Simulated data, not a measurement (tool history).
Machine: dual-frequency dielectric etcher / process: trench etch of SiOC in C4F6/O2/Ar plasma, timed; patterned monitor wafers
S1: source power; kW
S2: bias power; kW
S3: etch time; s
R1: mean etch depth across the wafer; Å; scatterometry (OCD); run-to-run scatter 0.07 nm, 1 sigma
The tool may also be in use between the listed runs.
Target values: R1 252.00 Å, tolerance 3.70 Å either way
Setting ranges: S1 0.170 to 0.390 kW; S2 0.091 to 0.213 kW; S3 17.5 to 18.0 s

run	hour	S1	S2	S3	R1
1	0.0	0.280	0.152	17.5	301.49
2	0.7	0.300	0.152	17.5	314.28
3	6.3	0.280	0.151	17.5	301.37
4	11.8	0.270	0.150	17.5	294.31
5	13.5	0.260	0.150	17.5	286.05
6	15.0	0.300	0.150	17.5	314.89
7	19.2	0.290	0.149	17.5	308.70
8	25.5	0.280	0.148	17.5	298.01
9	27.1	0.270	0.148	17.5	292.32
10	35.3	0.260	0.148	17.5	286.25
11	41.1	0.200	0.143	17.5	234.45
12	41.8	0.230	0.144	17.5	260.69

Pick the move, out of 4, that brings all results within their allowed miss; only one does.
A	42.5	0.220	0.135	17.5	?
B	42.5	0.190	0.170	18.0	?
C	42.5	0.220	0.116	18.0	?
D	42.5	0.220	0.131	18.0	?

move	R1
A	245.76
B	241.91
C	240.74
D	250.32
A: the result that was furthest off in the last run now lies on the other side of its target
B: the result that was furthest off in the last run now lies on the other side of its target
C: the result that was furthest off in the last run now lies on the other side of its target
D: each result inside its tolerance
Move D is the one to make.
